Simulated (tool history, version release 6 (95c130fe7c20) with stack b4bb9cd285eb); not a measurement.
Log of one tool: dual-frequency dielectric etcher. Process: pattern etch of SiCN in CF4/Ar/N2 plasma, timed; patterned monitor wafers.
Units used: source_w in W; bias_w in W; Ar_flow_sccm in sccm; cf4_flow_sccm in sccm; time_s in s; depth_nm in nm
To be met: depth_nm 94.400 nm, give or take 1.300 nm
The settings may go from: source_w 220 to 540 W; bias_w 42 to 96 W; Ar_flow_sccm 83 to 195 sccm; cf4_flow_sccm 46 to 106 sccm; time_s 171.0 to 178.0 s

Run 1, hour 0.0: source_w 380 W, bias_w 69 W, Ar_flow_sccm 139 sccm, cf4_flow_sccm 76 sccm, time_s 171.0 s. Result: depth_nm 129.260 nm.
Run 2, hour 8.3: source_w 380 W, bias_w 69 W, Ar_flow_sccm 114 sccm, cf4_flow_sccm 76 sccm, time_s 171.0 s. Result: depth_nm 133.120 nm.
Run 3, hour 12.2: source_w 360 W, bias_w 69 W, Ar_flow_sccm 114 sccm, cf4_flow_sccm 76 sccm, time_s 171.0 s. Result: depth_nm 125.170 nm.
Run 4, hour 20.7: source_w 350 W, bias_w 69 W, Ar_flow_sccm 114 sccm, cf4_flow_sccm 76 sccm, time_s 171.0 s. Result: depth_nm 121.980 nm.
Run 5, hour 22.6: source_w 380 W, bias_w 69 W, Ar_flow_sccm 114 sccm, cf4_flow_sccm 76 sccm, time_s 171.0 s. Result: depth_nm 132.660 nm.
Run 6, hour 29.8: source_w 370 W, bias_w 69 W, Ar_flow_sccm 114 sccm, cf4_flow_sccm 76 sccm, time_s 171.0 s. Result: depth_nm 129.610 nm.
Run 7, hour 34.1: source_w 360 W, bias_w 69 W, Ar_flow_sccm 114 sccm, cf4_flow_sccm 76 sccm, time_s 171.0 s. Result: depth_nm 126.300 nm.
Run 8, hour 40.3: source_w 350 W, bias_w 69 W, Ar_flow_sccm 114 sccm, cf4_flow_sccm 76 sccm, time_s 171.0 s. Result: depth_nm 121.990 nm.
Run 9, hour 46.8: source_w 270 W, bias_w 68 W, Ar_flow_sccm 114 sccm, cf4_flow_sccm 76 sccm, time_s 171.0 s. Result: depth_nm 91.062 nm.

Which one of the following 4 next-run settings gets every result inside its allowed miss? There is exactly one.
Run A, hour 53.3: source_w 280 W, bias_w 71 W, Ar_flow_sccm 107 sccm, cf4_flow_sccm 72 sccm, time_s 172.5 s. Result: depth_nm ?.
Run B, hour 53.3: source_w 270 W, bias_w 66 W, Ar_flow_sccm 125 sccm, cf4_flow_sccm 82 sccm, time_s 173.0 s. Result: depth_nm ?.
Run C, hour 53.3: source_w 280 W, bias_w 68 W, Ar_flow_sccm 112 sccm, cf4_flow_sccm 63 sccm, time_s 178.0 s. Result: depth_nm ?.
Run D, hour 53.3: source_w 250 W, bias_w 71 W, Ar_flow_sccm 126 sccm, cf4_flow_sccm 82 sccm, time_s 174.5 s. Result: depth_nm ?.

move  depth_nm
   A    97.210
   B    92.272
   C    95.206
   D    87.018
A: takes the result that was furthest off past its target
B: moves toward the targets from the last run without getting all of them in spec
C: each result inside its tolerance
D: further off than the last run
The right move is C.

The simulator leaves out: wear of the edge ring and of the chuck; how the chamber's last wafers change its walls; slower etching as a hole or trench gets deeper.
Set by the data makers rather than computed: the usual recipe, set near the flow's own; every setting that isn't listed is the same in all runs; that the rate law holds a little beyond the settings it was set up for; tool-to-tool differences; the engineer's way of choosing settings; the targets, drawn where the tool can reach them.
